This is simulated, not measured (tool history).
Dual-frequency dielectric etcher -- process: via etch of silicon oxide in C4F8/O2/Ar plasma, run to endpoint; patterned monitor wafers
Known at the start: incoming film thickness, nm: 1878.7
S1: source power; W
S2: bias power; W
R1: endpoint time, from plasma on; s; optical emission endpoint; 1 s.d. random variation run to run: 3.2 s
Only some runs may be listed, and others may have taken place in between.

| run | hour | S1 | S2 | R1 |
|---|---|---|---|---|
| 1 | 0 | 1700 | 1911 | 404.11 |
| 2 | 2.9 | 1700 | 2128 | 392.02 |
| 3 | 9.2 | 1590 | 2088 | 411.07 |
| 4 | 13.6 | 1530 | 2072 | 411.5 |
| 5 | 19.4 | 1450 | 2040 | 423.94 |
| 6 | 24.1 | 1400 | 2021 | 431.46 |
| 7 | 24.7 | 1360 | 2007 | 433.23 |

For run 8, what comes out?
| 8 | 31.8 | 1320 | 1991 | ? |

R1: 443.32 s
